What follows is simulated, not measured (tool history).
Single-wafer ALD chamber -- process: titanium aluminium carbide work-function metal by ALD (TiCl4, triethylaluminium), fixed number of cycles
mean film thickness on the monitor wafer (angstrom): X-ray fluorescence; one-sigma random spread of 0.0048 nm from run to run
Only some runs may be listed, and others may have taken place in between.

run,hour,heater temperature setpoint (deg C),triethylaluminium pulse time (s),mean film thickness on the monitor wafer (angstrom)
1,0.0,300,13.94,19.774
2,6.3,307,13.94,20.527
3,7.8,303,13.66,20.081
4,14.5,300,13.43,19.837
5,19.1,300,16.34,19.835
6,26.6,297,16.29,19.533
7,28.2,295,16.25,19.404
8,31.2,295,16.25,19.434
9,34.1,293,16.18,19.206
10,36.5,292,16.14,19.178

Estimate the outcome of run 11 from the log above:
11,42.3,291,16.11,?

{"run 11": {"mean film thickness on the monitor wafer (angstrom)": 18.961}}
